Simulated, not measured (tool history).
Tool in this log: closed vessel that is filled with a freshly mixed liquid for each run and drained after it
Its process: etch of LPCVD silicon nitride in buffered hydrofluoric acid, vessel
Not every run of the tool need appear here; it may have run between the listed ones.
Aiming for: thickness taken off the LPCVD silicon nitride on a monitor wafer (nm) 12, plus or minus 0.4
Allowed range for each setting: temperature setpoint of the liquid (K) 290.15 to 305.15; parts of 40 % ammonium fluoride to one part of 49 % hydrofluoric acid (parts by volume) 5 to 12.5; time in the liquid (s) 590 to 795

| run | day | temperature setpoint of the liquid (K) | parts of 40 % ammonium fluoride to one part of 49 % hydrofluoric acid (parts by volume) | time in the liquid (s) | thickness taken off the LPCVD silicon nitride on a monitor wafer (nm) |
|---|---|---|---|---|---|
| 1 | 0 | 297.15 | 7.5 | 795 | 17.388 |
| 2 | 0.321 | 297.15 | 7.5 | 795 | 17.236 |
| 3 | 0.471 | 296.15 | 7.5 | 795 | 16.697 |
| 4 | 0.529 | 296.15 | 5.5 | 795 | 22.061 |
| 5 | 0.604 | 295.15 | 6 | 795 | 19.393 |
| 6 | 0.683 | 294.65 | 6 | 795 | 18.527 |
| 7 | 0.717 | 294.15 | 6 | 795 | 18.641 |
|  | 0.912 | thermometer replaced |
| 8 | 0.912 | 293.65 | 6.5 | 795 | 14.536 |
| 9 | 1.221 | 293.15 | 6.5 | 795 | 14.171 |

4 candidate next runs follow, results not yet known. Just one meets every target within its allowed miss. Identify it.
| A | 1.529 | 295.65 | 6 | 795 | ? |
| B | 1.529 | 294.65 | 7.5 | 630 | ? |
| C | 1.529 | 291.15 | 5.5 | 650 | ? |
| D | 1.529 | 297.15 | 6.5 | 770 | ? |

| move | thickness taken off the LPCVD silicon nitride on a monitor wafer (nm) |
|---|---|
| A | 17.688 |
| B | 10.772 |
| C | 12.113 |
| D | 17.352 |
A: its largest miss is bigger than the last run's
B: pushes the last run's worst result past its target
C: hits every target within its allowed miss
D: its largest miss is bigger than the last run's
C is the move that brings every result within its allowed miss.
